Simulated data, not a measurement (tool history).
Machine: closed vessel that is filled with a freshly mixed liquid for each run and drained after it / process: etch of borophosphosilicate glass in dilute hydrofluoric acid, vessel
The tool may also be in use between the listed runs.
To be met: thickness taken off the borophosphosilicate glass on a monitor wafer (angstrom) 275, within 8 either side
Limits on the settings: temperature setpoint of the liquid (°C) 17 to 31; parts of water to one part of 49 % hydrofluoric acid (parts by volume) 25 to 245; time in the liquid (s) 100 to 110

| run | hour | temperature setpoint of the liquid (°C) | parts of water to one part of 49 % hydrofluoric acid (parts by volume) | time in the liquid (s) | thickness taken off the borophosphosilicate glass on a monitor wafer (angstrom) |
|---|---|---|---|---|---|
| 1 | 0 | 23 | 135 | 100 | 411.26 |
| 2 | 3.7 | 26 | 135 | 100 | 455.26 |
| 3 | 8.5 | 26 | 135 | 110 | 501.39 |
| 4 | 12.3 | 26 | 115 | 110 | 604.06 |
| 5 | 16.2 | 24 | 130 | 110 | 485.63 |
| 6 | 17.9 | 24 | 130 | 100 | 442.09 |
| 7 | 26.9 | 22.5 | 140 | 100 | 382.46 |
|  | 30 | hydrofluoric acid flow meter replaced |
| 8 | 30 | 21.5 | 145 | 100 | 324.71 |

Exactly one of the 4 candidate moves below puts every result within its allowed miss. Which one?
| A | 33.1 | 20.5 | 160 | 100 | ? |
| B | 33.1 | 21 | 155 | 100 | ? |
| C | 33.1 | 24.5 | 170 | 100 | ? |
| D | 33.1 | 17 | 135 | 100 | ? |

| move | thickness taken off the borophosphosilicate glass on a monitor wafer (angstrom) |
|---|---|
| A | 274.07 |
| B | 290.05 |
| C | 297.57 |
| D | 289.29 |
A: every result lands within tolerance
B: an improvement on the last run, though not all results are within tolerance
C: an improvement on the last run, though not all results are within tolerance
D: an improvement on the last run, though not all results are within tolerance
A meets every target.

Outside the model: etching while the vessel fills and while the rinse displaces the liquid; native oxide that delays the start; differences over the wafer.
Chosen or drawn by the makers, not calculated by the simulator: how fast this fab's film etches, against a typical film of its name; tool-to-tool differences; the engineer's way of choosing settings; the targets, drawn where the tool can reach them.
